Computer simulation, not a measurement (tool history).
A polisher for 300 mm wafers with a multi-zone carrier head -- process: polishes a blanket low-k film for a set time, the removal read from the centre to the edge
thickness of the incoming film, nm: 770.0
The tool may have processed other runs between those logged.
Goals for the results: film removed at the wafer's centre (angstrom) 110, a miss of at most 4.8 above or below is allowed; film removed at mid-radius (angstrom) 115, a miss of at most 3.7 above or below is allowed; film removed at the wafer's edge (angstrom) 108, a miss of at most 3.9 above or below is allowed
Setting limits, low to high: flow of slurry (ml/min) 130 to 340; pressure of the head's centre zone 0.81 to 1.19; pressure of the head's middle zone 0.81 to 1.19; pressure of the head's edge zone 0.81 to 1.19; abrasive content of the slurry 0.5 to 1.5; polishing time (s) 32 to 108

run	hour	flow of slurry (ml/min)	pressure of the head's centre zone	pressure of the head's middle zone	pressure of the head's edge zone	abrasive content of the slurry	polishing time (s)	film removed at the wafer's centre (angstrom)	film removed at mid-radius (angstrom)	film removed at the wafer's edge (angstrom)
1	0	220	1	1	1	1	70	172.01	172.62	167.49
2	2.6	220	0.96	1	1	1	70	170.29	168.47	166.88
3	11.5	220	0.96	1	1	1	64	148.96	157.13	154.62
4	20.6	215	0.96	0.99	0.97	0.9	63	141.47	145.47	140.73
# hour 28.8: worn pad replaced by a new one
5	28.8	215	0.96	0.99	0.97	0.9	55	139.64	140.22	138.31
6	37.5	210	0.94	0.98	0.94	0.85	55	134.54	137.56	129.81
7	40.8	205	0.92	0.97	0.94	0.75	55	118.87	124.21	122.94
8	43.6	200	0.92	0.97	0.92	0.7	55	115.23	122.22	114.63
9	45.2	190	0.92	0.96	0.91	0.7	55	112.79	117.2	113.71
10	46	185	0.92	0.96	0.9	0.7	55	112.11	119.15	114.43
11	52.3	180	0.93	0.96	0.89	0.7	55	111.51	118.98	114.13
12	53.3	180	0.94	0.96	0.88	0.7	55	113.46	117.1	112.94
13	59.6	175	0.94	0.96	0.87	0.7	55	114.22	117.75	112.47

4 candidate next runs follow, results not yet known. Just one meets every target within its allowed miss. Identify it.
A	65.9	230	0.91	0.95	0.84	0.65	55	?	?	?
B	65.9	130	0.85	0.92	0.98	0.55	72	?	?	?
C	65.9	180	0.98	1.01	0.92	0.8	51	?	?	?
D	65.9	130	0.85	0.89	0.98	0.5	70	?	?	?

move	film removed at the wafer's centre (angstrom)	film removed at mid-radius (angstrom)	film removed at the wafer's edge (angstrom)
A	111.15	116.48	108.21
B	108.54	120.41	127.23
C	118.91	122.06	113.48
D	99.502	107.47	116.7
A: every result within its allowed miss
B: moves away from the targets compared with the last run
C: moves away from the targets compared with the last run
D: moves away from the targets compared with the last run
A is the move that brings every result within its allowed miss.

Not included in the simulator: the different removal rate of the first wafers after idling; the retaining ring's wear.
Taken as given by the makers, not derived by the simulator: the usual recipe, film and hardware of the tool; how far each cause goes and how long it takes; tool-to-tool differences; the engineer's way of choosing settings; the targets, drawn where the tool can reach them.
